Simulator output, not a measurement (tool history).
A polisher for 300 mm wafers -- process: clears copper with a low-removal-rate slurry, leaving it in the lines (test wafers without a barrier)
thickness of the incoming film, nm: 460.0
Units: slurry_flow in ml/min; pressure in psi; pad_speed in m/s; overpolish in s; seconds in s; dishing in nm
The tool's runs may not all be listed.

run  hour  slurry_flow  pressure  pad_speed  slurry_solids  overpolish  seconds  dishing
  1     0          180       2.1       1.36              1          15   192.19   26.582
  2   4.9          180       1.9       1.32              1          13   216.51    21.12
  3   5.9          190       1.7       1.26           1.05          11   245.72   16.163
  4  12.2          210       1.5       1.22           1.15           9   274.77   12.179
     16.9  -- slurry blender recalibrated
  5  16.9          210       1.5       1.52           1.15           9   208.98   15.743
  6  25.4          210       1.5       1.38           1.15           9      226   14.408
  7    32          225       1.4        1.3           1.25           8   250.42   12.303

Forecast run 8:
  8  37.4          240       1.3       1.26            1.3           7        ?        ?

Run 8 came out at seconds 274.79 s, dishing 9.7838 nm.
